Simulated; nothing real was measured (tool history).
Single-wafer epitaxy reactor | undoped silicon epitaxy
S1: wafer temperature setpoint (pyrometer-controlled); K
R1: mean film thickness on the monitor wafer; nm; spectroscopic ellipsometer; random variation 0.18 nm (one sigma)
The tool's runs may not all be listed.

{"run": 1, "hour": 0.0, "S1": 918.15, "deposition time (s)": 287, "R1": 43.127}
{"run": 2, "hour": 8.6, "S1": 924.15, "deposition time (s)": 287, "R1": 48.423}
{"run": 3, "hour": 10.0, "S1": 931.15, "deposition time (s)": 287, "R1": 55.235}
{"run": 4, "hour": 16.4, "S1": 931.15, "deposition time (s)": 267, "R1": 51.741}
{"run": 5, "hour": 23.6, "S1": 928.15, "deposition time (s)": 267, "R1": 48.671}
{"run": 6, "hour": 32.2, "S1": 926.15, "deposition time (s)": 267, "R1": 46.99}
{"run": 7, "hour": 39.7, "S1": 924.15, "deposition time (s)": 267, "R1": 45.238}

Run 8 comes next. What will it give?
{"run": 8, "hour": 42.8, "S1": 922.15, "deposition time (s)": 267, "R1": "?"}

Run 8 gave R1 43.501 nm.
